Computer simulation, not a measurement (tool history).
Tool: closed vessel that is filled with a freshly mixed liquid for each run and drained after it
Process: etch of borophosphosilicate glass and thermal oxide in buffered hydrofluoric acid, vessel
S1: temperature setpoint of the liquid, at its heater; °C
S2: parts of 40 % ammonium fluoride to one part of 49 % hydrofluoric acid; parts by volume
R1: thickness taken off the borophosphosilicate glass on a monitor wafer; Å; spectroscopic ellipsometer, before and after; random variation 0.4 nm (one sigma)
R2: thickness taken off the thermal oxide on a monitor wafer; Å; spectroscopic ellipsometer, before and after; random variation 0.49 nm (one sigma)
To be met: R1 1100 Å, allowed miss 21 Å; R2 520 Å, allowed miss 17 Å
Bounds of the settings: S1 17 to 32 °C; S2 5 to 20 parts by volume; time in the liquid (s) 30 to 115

Run 1, day 0: S1 24 °C, S2 12 parts by volume, time in the liquid (s) 60. Result: R1 1320.5 Å, R2 609.77 Å.
Run 2, day 0.275: S1 23.5 °C, S2 12 parts by volume, time in the liquid (s) 60. Result: R1 1288.7 Å, R2 606.32 Å.
Run 3, day 0.621: S1 23 °C, S2 12 parts by volume, time in the liquid (s) 60. Result: R1 1247.5 Å, R2 591.84 Å.
Run 4, day 1.008: S1 23 °C, S2 12 parts by volume, time in the liquid (s) 80. Result: R1 1656.6 Å, R2 786.06 Å.
Run 5, day 1.329: S1 22.5 °C, S2 12 parts by volume, time in the liquid (s) 80. Result: R1 1615.1 Å, R2 762.05 Å.
Run 6, day 1.538: S1 22 °C, S2 12 parts by volume, time in the liquid (s) 80. Result: R1 1562 Å, R2 739.93 Å.
Run 7, day 1.658: S1 21.5 °C, S2 12 parts by volume, time in the liquid (s) 80. Result: R1 1535 Å, R2 720.72 Å.
Run 8, day 1.933: S1 21 °C, S2 12 parts by volume, time in the liquid (s) 80. Result: R1 1487.1 Å, R2 688.15 Å.
Run 9, day 2.021: S1 20.5 °C, S2 12 parts by volume, time in the liquid (s) 80. Result: R1 1438.3 Å, R2 689.82 Å.
At day 2.283: hydrofluoric acid flow meter replaced.
Run 10, day 2.283: S1 20 °C, S2 12 parts by volume, time in the liquid (s) 80. Result: R1 1551.9 Å, R2 726.24 Å.
Run 11, day 2.471: S1 20 °C, S2 12.5 parts by volume, time in the liquid (s) 80. Result: R1 1489.8 Å, R2 692.48 Å.
Run 12, day 2.533: S1 20 °C, S2 13 parts by volume, time in the liquid (s) 80. Result: R1 1433.3 Å, R2 675.94 Å.
Run 13, day 2.796: S1 20 °C, S2 13 parts by volume, time in the liquid (s) 80. Result: R1 1427.2 Å, R2 681.95 Å.

4 next moves are on the table. One of them brings every result within its allowed miss. Which?
Run A, day 3.058: S1 17 °C, S2 15 parts by volume, time in the liquid (s) 80. Result: R1 ?, R2 ?.
Run B, day 3.058: S1 22.5 °C, S2 16 parts by volume, time in the liquid (s) 70. Result: R1 ?, R2 ?.
Run C, day 3.058: S1 21 °C, S2 18 parts by volume, time in the liquid (s) 80. Result: R1 ?, R2 ?.
Run D, day 3.058: S1 18.5 °C, S2 9 parts by volume, time in the liquid (s) 45. Result: R1 ?, R2 ?.

move      R1      R2
   A  1050.5  486.77
   B  1170.3   544.4
   C  1096.3  509.76
   D  1025.7  473.94
A: takes the result that was furthest off past its target
B: nearer than the last run, and not there yet
C: meets every target
D: takes the result that was furthest off past its target
Answer: C
